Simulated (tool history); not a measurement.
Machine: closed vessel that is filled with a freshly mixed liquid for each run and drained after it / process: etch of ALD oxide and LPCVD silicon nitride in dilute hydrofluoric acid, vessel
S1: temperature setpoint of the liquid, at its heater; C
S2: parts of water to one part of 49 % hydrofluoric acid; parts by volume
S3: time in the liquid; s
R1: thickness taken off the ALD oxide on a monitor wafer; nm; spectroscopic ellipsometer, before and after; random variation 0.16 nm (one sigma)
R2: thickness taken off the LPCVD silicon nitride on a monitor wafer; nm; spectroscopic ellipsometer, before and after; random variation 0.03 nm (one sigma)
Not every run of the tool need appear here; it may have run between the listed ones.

run  hour    S1  S2   S3      R1       R2
  1   0.0  20.0  50  105  27.037  0.82473
  2   8.3  20.0  45  105  30.261  0.90690
  3  11.7  20.0  45   80  23.173  0.76592
  4  14.3  20.5  45   80  23.608  0.75452
  5  21.2  20.5  55   80  19.035  0.63711
  6  25.9  20.5  65   80  16.049  0.51096
  7  30.1  21.0  60   80  17.737  0.57982
  8  32.9  21.5  55   80  19.899  0.65430

Predict the results of run 9:
  9  35.0  25.5  35  80   ?   ?

R1: 38.127 nm
R2: 1.28220 nm
